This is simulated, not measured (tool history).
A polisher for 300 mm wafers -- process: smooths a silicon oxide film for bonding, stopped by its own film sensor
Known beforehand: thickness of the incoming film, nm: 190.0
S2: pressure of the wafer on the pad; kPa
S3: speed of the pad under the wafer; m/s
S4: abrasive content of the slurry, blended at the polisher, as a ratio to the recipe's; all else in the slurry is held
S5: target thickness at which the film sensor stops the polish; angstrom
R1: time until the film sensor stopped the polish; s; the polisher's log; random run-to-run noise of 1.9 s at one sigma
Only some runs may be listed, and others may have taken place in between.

run 1 hour=0.0 | flow_of_slurry_(ml/min)=260 S2=13.8 S3=1.04 S4=1.0 S5=1280 | R1=63.455
run 2 hour=6.8 | flow_of_slurry_(ml/min)=260 S2=12.4 S3=1.00 S4=1.0 S5=1280 | R1=72.326
run 3 hour=14.1 | flow_of_slurry_(ml/min)=260 S2=11.0 S3=0.98 S4=1.0 S5=1280 | R1=81.136
run 4 hour=22.6 | flow_of_slurry_(ml/min)=260 S2=11.0 S3=0.98 S4=1.0 S5=1250 | R1=84.812
run 5 hour=27.3 | flow_of_slurry_(ml/min)=260 S2=11.0 S3=0.98 S4=1.0 S5=1280 | R1=79.393
run 6 hour=28.6 | flow_of_slurry_(ml/min)=260 S2=11.0 S3=0.98 S4=0.9 S5=1280 | R1=88.491

Run 7 comes next. What will it give?
run 7 hour=36.0 | flow_of_slurry_(ml/min)=260 S2=10.3 S3=0.98 S4=0.9 S5=1280 | R1=?

R1: 91.160 s

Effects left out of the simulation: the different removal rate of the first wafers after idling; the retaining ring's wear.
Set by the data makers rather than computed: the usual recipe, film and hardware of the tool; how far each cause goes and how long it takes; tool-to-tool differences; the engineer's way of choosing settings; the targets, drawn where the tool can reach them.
